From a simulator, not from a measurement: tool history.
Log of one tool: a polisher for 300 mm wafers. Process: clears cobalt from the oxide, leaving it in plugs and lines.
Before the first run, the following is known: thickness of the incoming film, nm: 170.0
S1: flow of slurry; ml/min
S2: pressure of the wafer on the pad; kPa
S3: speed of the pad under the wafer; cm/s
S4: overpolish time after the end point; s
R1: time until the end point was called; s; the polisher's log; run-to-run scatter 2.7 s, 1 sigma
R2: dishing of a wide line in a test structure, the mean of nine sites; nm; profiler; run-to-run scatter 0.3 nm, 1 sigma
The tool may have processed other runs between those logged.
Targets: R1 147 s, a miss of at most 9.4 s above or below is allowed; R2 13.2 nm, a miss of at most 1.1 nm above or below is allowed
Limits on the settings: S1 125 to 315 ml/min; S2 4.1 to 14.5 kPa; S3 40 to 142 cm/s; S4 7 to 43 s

{"run": 1, "day": 0.0, "S1": 205, "S2": 9, "S3": 90, "S4": 22, "R1": 43.366, "R2": 49.678}
{"run": 2, "day": 0.108, "S1": 190, "S2": 8.3, "S3": 82, "S4": 20, "R1": 50.434, "R2": 41.465}
{"run": 3, "day": 0.242, "S1": 180, "S2": 7.6, "S3": 76, "S4": 18, "R1": 61.361, "R2": 36.651}
{"run": 4, "day": 0.571, "S1": 170, "S2": 6.9, "S3": 70, "S4": 16, "R1": 71.71, "R2": 27.697}
{"run": 5, "day": 0.7, "S1": 170, "S2": 4.8, "S3": 70, "S4": 16, "R1": 100.9, "R2": 21.308}
{"run": 6, "day": 0.988, "S1": 170, "S2": 6.2, "S3": 70, "S4": 16, "R1": 81.341, "R2": 24.62}
{"run": 7, "day": 1.275, "S1": 170, "S2": 6.2, "S3": 66, "S4": 15, "R1": 85.114, "R2": 22.6}
{"run": 8, "day": 1.479, "S1": 170, "S2": 6.2, "S3": 62, "S4": 15, "R1": 87.939, "R2": 22.639}
{"run": 9, "day": 1.571, "S1": 170, "S2": 6.2, "S3": 58, "S4": 14, "R1": 95.187, "R2": 19.158}
{"run": 10, "day": 1.592, "S1": 170, "S2": 6.2, "S3": 56, "S4": 14, "R1": 96.479, "R2": 18.784}
{"day": 1.933, "done": "head pressure recalibrated"}
{"run": 11, "day": 1.933, "S1": 170, "S2": 6.2, "S3": 54, "S4": 14, "R1": 115.42, "R2": 17.163}
{"run": 12, "day": 1.975, "S1": 180, "S2": 6.2, "S3": 54, "S4": 14, "R1": 107.27, "R2": 18.222}
{"run": 13, "day": 2.138, "S1": 185, "S2": 6.2, "S3": 54, "S4": 14, "R1": 113.66, "R2": 17.881}
{"run": 14, "day": 2.217, "S1": 190, "S2": 6.2, "S3": 54, "S4": 13, "R1": 107.18, "R2": 16.068}
{"run": 15, "day": 2.504, "S1": 170, "S2": 4.1, "S3": 48, "S4": 12, "R1": 182.67, "R2": 9.7108}

4 next moves are on the table. One of them brings every result within its allowed miss. Which?
{"run": "A", "day": 2.792, "S1": 125, "S2": 4.1, "S3": 42, "S4": 21, "R1": "?", "R2": "?"}
{"run": "B", "day": 2.792, "S1": 185, "S2": 4.8, "S3": 52, "S4": 14, "R1": "?", "R2": "?"}
{"run": "C", "day": 2.792, "S1": 155, "S2": 4.1, "S3": 42, "S4": 14, "R1": "?", "R2": "?"}
{"run": "D", "day": 2.792, "S1": 180, "S2": 4.1, "S3": 40, "S4": 22, "R1": "?", "R2": "?"}

move=A R1=221.1 R2=13.071
move=B R1=145.94 R2=13.152
move=C R1=212.25 R2=9.302
move=D R1=216.94 R2=13.889
A: moves away from the targets compared with the last run
B: every result within its allowed miss
C: moves away from the targets compared with the last run
D: moves away from the targets compared with the last run
B is the move that brings every result within its allowed miss.

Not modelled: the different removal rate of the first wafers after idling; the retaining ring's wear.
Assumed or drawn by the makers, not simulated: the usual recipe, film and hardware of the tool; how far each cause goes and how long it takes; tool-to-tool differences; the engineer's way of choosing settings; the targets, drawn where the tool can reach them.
